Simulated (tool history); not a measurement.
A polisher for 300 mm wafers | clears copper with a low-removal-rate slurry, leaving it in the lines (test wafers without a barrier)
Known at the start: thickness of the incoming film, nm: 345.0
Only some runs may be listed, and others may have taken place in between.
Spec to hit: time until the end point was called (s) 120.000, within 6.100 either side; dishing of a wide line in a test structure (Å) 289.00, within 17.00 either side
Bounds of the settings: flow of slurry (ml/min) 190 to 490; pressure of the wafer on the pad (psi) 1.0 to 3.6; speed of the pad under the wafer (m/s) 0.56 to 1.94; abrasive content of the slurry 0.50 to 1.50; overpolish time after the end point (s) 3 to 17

| run | hour | flow of slurry (ml/min) | pressure of the wafer on the pad (psi) | speed of the pad under the wafer (m/s) | abrasive content of the slurry | overpolish time after the end point (s) | time until the end point was called (s) | dishing of a wide line in a test structure (Å) |
|---|---|---|---|---|---|---|---|---|
| 1 | 0.0 | 315 | 2.3 | 1.24 | 1.00 | 9 | 97.315 | 232.29 |
| 2 | 0.8 | 315 | 2.2 | 1.24 | 1.00 | 10 | 103.360 | 244.52 |
| 3 | 5.9 | 315 | 2.2 | 1.24 | 1.15 | 10 | 99.977 | 245.34 |
| 4 | 7.8 | 310 | 2.1 | 1.24 | 1.15 | 11 | 105.300 | 258.77 |
| 5 | 15.7 | 310 | 2.1 | 1.40 | 1.15 | 11 | 96.232 | 285.88 |
| 6 | 21.7 | 310 | 2.1 | 1.40 | 1.35 | 11 | 91.221 | 294.24 |
|  | 29.2 | slurry blender recalibrated |
| 7 | 29.2 | 310 | 2.0 | 1.40 | 1.35 | 11 | 96.034 | 287.45 |
| 8 | 32.7 | 310 | 1.9 | 1.40 | 1.35 | 11 | 99.109 | 275.69 |

Exactly one of the 5 candidate moves below puts every result within its allowed miss. Which one?
| A | 36.2 | 360 | 1.2 | 1.58 | 1.50 | 15 | ? | ? |
| B | 36.2 | 270 | 2.0 | 1.24 | 1.35 | 12 | ? | ? |
| C | 36.2 | 370 | 2.4 | 0.84 | 1.30 | 14 | ? | ? |
| D | 36.2 | 315 | 1.7 | 1.24 | 1.50 | 17 | ? | ? |
| E | 36.2 | 220 | 1.9 | 1.38 | 1.35 | 14 | ? | ? |

| move | time until the end point was called (s) | dishing of a wide line in a test structure (Å) |
|---|---|---|
| A | 130.760 | 268.08 |
| B | 102.830 | 279.37 |
| C | 114.890 | 292.83 |
| D | 116.520 | 338.47 |
| E | 101.370 | 324.42 |
A: takes the biggest miss from the last run beyond its target
B: nearer the targets than the last run, but a result is still out of spec
C: in spec on every target
D: brings the result that was furthest off to its target, and leaves another outside
E: nearer the targets than the last run, but a result is still out of spec
The right move is C.
